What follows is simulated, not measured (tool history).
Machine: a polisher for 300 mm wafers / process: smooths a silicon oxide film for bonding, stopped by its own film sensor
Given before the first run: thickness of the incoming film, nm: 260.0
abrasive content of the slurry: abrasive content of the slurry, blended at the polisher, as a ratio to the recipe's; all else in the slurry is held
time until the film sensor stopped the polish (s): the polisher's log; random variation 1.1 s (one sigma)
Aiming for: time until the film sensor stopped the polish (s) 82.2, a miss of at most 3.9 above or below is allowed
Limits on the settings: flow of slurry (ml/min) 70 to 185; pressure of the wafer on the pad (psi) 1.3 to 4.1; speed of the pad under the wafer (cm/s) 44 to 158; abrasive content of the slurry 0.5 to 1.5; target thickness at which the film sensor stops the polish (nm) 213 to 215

run	day	flow of slurry (ml/min)	pressure of the wafer on the pad (psi)	speed of the pad under the wafer (cm/s)	abrasive content of the slurry	target thickness at which the film sensor stops the polish (nm)	time until the film sensor stopped the polish (s)
1	0	120	2.7	100	1	215	42.495
2	0.338	120	2.7	118	1	215	36.444
3	0.567	120	2.7	118	0.85	215	39.766
4	0.671	120	2.7	118	0.85	213	42.299
5	1.021	120	2.5	116	0.85	213	47.004
6	1.338	120	3.1	116	0.85	213	38.319
7	1.525	120	2.9	114	0.85	213	40.651
8	1.654	120	2.7	112	0.85	213	45.001
9	1.921	120	2.5	110	0.85	213	47.759
10	1.996	120	2.4	108	0.85	213	49.69
11	2.35	120	2.3	106	0.85	213	54.356
12	2.65	120	2.2	106	0.85	213	57.577

Next run, 4 choices. One meets every target within its allowed miss, the rest don't. Which?
A	2.95	120	2.2	104	0.9	215	?
B	2.95	115	2.8	110	0.9	215	?
C	2.95	105	1.7	96	0.8	213	?
D	2.95	115	2.1	100	0.8	213	?

move	time until the film sensor stopped the polish (s)
A	53.453
B	40.884
C	83.699
D	64.65
A: the biggest miss grows against the last run
B: the biggest miss grows against the last run
C: all results land within tolerance of their targets
D: better than the last run, though not everything is in spec
C meets every target.
